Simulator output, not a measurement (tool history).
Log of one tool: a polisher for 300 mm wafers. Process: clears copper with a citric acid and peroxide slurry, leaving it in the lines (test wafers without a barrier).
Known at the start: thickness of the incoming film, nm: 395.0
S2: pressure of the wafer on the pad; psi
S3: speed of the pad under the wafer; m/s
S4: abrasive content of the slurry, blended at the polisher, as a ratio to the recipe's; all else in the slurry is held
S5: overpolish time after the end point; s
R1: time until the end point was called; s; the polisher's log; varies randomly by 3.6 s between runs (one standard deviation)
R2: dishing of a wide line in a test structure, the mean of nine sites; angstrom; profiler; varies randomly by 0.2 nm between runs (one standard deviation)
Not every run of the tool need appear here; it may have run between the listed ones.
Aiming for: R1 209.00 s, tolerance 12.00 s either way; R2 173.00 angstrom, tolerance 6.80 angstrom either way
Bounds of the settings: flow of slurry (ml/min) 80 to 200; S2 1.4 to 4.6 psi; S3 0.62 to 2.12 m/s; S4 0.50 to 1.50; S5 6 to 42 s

Run 1, day 0.000: flow of slurry (ml/min) 130, S2 3.0 psi, S3 1.36 m/s, S4 1.00, S5 21 s. Result: R1 167.25 s, R2 325.24 angstrom.
Run 2, day 0.062: flow of slurry (ml/min) 140, S2 2.8 psi, S3 1.36 m/s, S4 1.00, S5 18 s. Result: R1 180.87 s, R2 282.92 angstrom.
Run 3, day 0.254: flow of slurry (ml/min) 110, S2 2.8 psi, S3 1.36 m/s, S4 1.00, S5 18 s. Result: R1 188.38 s, R2 272.54 angstrom.
Run 4, day 0.362: flow of slurry (ml/min) 120, S2 2.7 psi, S3 1.34 m/s, S4 1.00, S5 15 s. Result: R1 191.64 s, R2 225.37 angstrom.
Run 5, day 0.521: flow of slurry (ml/min) 110, S2 2.7 psi, S3 1.34 m/s, S4 1.00, S5 15 s. Result: R1 199.09 s, R2 221.85 angstrom.
Run 6, day 0.883: flow of slurry (ml/min) 115, S2 2.6 psi, S3 1.34 m/s, S4 1.00, S5 14 s. Result: R1 203.79 s, R2 207.15 angstrom.
Run 7, day 1.133: flow of slurry (ml/min) 120, S2 2.6 psi, S3 1.34 m/s, S4 1.00, S5 13 s. Result: R1 196.38 s, R2 195.35 angstrom.
Run 8, day 1.417: flow of slurry (ml/min) 120, S2 2.3 psi, S3 1.34 m/s, S4 1.00, S5 11 s. Result: R1 220.84 s, R2 154.29 angstrom.
Run 9, day 1.750: flow of slurry (ml/min) 120, S2 2.4 psi, S3 1.34 m/s, S4 1.00, S5 11 s. Result: R1 206.22 s, R2 160.09 angstrom.
At day 1.879: head pressure recalibrated.
Run 10, day 1.879: flow of slurry (ml/min) 115, S2 2.4 psi, S3 1.34 m/s, S4 1.00, S5 14 s. Result: R1 192.95 s, R2 213.18 angstrom.

Next run, 4 choices. One meets every target within its allowed miss, the rest don't. Which?
Run A, day 2.008: flow of slurry (ml/min) 80, S2 2.1 psi, S3 1.90 m/s, S4 0.80, S5 9 s. Result: R1 ?, R2 ?.
Run B, day 2.008: flow of slurry (ml/min) 95, S2 3.1 psi, S3 1.18 m/s, S4 1.00, S5 11 s. Result: R1 ?, R2 ?.
Run C, day 2.008: flow of slurry (ml/min) 95, S2 2.7 psi, S3 1.42 m/s, S4 0.95, S5 9 s. Result: R1 ?, R2 ?.
Run D, day 2.008: flow of slurry (ml/min) 80, S2 2.2 psi, S3 1.50 m/s, S4 1.00, S5 12 s. Result: R1 ?, R2 ?.

move      R1      R2
   A  172.55  154.18
   B  185.08  175.23
   C  173.70  154.11
   D  200.33  175.02
A: pushes the last run's worst result past its target
B: brings the result that was furthest off to its target, and leaves another outside
C: pushes the last run's worst result past its target
D: in spec on every target
So the answer is move D, the one that meets all the targets.
